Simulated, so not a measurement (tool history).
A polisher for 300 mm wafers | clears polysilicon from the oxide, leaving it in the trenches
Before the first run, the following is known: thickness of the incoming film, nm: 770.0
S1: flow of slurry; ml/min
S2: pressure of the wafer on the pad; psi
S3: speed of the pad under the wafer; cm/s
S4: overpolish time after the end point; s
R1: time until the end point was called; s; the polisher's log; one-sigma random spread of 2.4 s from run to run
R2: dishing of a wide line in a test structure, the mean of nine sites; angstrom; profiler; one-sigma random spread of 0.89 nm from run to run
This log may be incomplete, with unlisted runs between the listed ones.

| run | day | S1 | S2 | S3 | S4 | R1 | R2 |
|---|---|---|---|---|---|---|---|
| 1 | 0.000 | 290 | 2.2 | 80 | 24 | 84.896 | 739.54 |
| 2 | 0.371 | 290 | 2.2 | 90 | 24 | 77.495 | 743.62 |
| 3 | 0.617 | 285 | 2.0 | 82 | 23 | 91.748 | 736.77 |
| 4 | 0.933 | 285 | 1.8 | 76 | 20 | 111.070 | 678.51 |
| 5 | 1.154 | 285 | 1.6 | 72 | 20 | 125.870 | 634.90 |
| 6 | 1.267 | 280 | 1.5 | 68 | 23 | 141.720 | 626.10 |
| 7 | 1.346 | 275 | 1.4 | 66 | 27 | 157.790 | 637.27 |
| 8 | 1.517 | 275 | 1.3 | 66 | 28 | 168.670 | 646.70 |
| 9 | 1.875 | 275 | 1.2 | 66 | 28 | 180.430 | 619.63 |
| 10 | 1.938 | 275 | 1.2 | 66 | 29 | 181.400 | 626.71 |
| 11 | 2.254 | 275 | 1.2 | 66 | 29 | 182.880 | 611.53 |
| 12 | 2.367 | 275 | 1.2 | 66 | 30 | 181.920 | 623.40 |

For run 13, what comes out?
| 13 | 2.696 | 275 | 1.2 | 66 | 31 | ? | ? |

Logged for run 13: R1 182.260 s, R2 638.46 angstrom.
